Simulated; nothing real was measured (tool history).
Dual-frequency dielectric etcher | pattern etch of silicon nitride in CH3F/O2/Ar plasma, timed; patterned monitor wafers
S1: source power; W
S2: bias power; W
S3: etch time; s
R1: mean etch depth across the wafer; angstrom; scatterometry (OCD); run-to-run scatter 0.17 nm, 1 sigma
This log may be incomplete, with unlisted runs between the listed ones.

{"run": 1, "hour": 0.0, "S1": 490, "S2": 92, "S3": 32.5, "R1": 266.26}
{"run": 2, "hour": 5.0, "S1": 550, "S2": 96, "S3": 32.5, "R1": 286.46}
{"run": 3, "hour": 6.7, "S1": 550, "S2": 110, "S3": 32.5, "R1": 297.39}
{"run": 4, "hour": 8.6, "S1": 570, "S2": 111, "S3": 32.5, "R1": 301.65}
{"run": 5, "hour": 15.7, "S1": 510, "S2": 111, "S3": 32.5, "R1": 289.75}
{"run": 6, "hour": 24.3, "S1": 480, "S2": 111, "S3": 32.5, "R1": 277.7}

Predict the results of run 7:
{"run": 7, "hour": 26.0, "S1": 580, "S2": 114, "S3": 32.5, "R1": "?"}

R1: 307.68 angstrom

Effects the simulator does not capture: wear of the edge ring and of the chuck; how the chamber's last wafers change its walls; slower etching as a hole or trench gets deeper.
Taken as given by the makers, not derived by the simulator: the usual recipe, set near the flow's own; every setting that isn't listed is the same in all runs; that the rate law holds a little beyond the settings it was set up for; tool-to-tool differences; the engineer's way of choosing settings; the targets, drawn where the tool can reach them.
